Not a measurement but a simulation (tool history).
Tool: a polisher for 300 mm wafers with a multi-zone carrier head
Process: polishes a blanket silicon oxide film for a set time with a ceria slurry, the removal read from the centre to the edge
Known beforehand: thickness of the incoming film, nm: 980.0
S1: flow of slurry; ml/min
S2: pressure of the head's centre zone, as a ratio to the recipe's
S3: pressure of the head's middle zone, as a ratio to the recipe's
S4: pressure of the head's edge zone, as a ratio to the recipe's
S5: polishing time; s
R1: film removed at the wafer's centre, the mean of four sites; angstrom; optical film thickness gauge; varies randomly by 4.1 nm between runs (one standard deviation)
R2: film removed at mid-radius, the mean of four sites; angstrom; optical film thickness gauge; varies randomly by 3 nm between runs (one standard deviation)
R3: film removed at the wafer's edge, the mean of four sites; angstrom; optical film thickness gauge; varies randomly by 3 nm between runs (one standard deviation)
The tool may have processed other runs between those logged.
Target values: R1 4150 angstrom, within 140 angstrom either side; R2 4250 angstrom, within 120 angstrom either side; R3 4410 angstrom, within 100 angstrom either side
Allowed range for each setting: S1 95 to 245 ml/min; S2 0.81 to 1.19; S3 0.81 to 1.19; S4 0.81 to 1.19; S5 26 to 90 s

run 1 hour=0 | S1=155 S2=1 S3=1 S4=1 S5=58 | R1=3681.4 R2=3655.7 R3=3702.7
run 2 hour=5.4 | S1=155 S2=1 S3=1 S4=0.93 S5=58 | R1=3600.1 R2=3633.5 R3=3522.1
run 3 hour=7.5 | S1=155 S2=1 S3=1 S4=0.93 S5=66 | R1=4083.6 R2=4101.6 R3=4101.2
run 4 hour=8.7 | S1=160 S2=1 S3=1 S4=0.94 S5=66 | R1=4076.1 R2=4100.3 R3=4078.2
run 5 hour=14.7 | S1=160 S2=1 S3=1 S4=0.95 S5=66 | R1=4121.4 R2=4173.9 R3=4131.9
run 6 hour=23.5 | S1=160 S2=1 S3=1 S4=0.96 S5=66 | R1=4132.8 R2=4081 R3=4139.8
run 7 hour=30.7 | S1=160 S2=0.99 S3=1 S4=0.97 S5=66 | R1=4125.4 R2=4104.3 R3=4116.4
run 8 hour=35.4 | S1=155 S2=0.98 S3=1.01 S4=0.99 S5=66 | R1=4071.3 R2=4126.1 R3=4161.2
run 9 hour=40.5 | S1=155 S2=0.98 S3=1.01 S4=1 S5=66 | R1=4007 R2=4138.2 R3=4152.3
run 10 hour=44.3 | S1=160 S2=0.98 S3=1.01 S4=1.01 S5=66 | R1=4010.1 R2=4194.8 R3=4207.9

Consider the 5 candidate settings below. Which is the only one whose results all fall within their allowed miss of target?
run A hour=48.1 | S1=225 S2=0.99 S3=1.01 S4=1.02 S5=61 | R1=? R2=? R3=?
run B hour=48.1 | S1=210 S2=1.03 S3=1.07 S4=1.01 S5=61 | R1=? R2=? R3=?
run C hour=48.1 | S1=145 S2=0.98 S3=1 S4=1.05 S5=69 | R1=? R2=? R3=?
run D hour=48.1 | S1=155 S2=1.06 S3=1.11 S4=1.09 S5=61 | R1=? R2=? R3=?
run E hour=48.1 | S1=155 S2=0.87 S3=0.96 S4=1.02 S5=71 | R1=? R2=? R3=?

move=A R1=4090.2 R2=4051.6 R3=4067.7
move=B R1=4208.9 R2=4206.1 R3=4021.5
move=C R1=4227.3 R2=4233.4 R3=4416.1
move=D R1=4097.9 R2=4126.6 R3=3985.8
move=E R1=3920.1 R2=4268.2 R3=4539.2
A: moves away from the targets compared with the last run
B: moves away from the targets compared with the last run
C: all results land within tolerance of their targets
D: moves away from the targets compared with the last run
E: the result that was furthest off in the last run now lies on the other side of its target
Go with C: it meets all targets.

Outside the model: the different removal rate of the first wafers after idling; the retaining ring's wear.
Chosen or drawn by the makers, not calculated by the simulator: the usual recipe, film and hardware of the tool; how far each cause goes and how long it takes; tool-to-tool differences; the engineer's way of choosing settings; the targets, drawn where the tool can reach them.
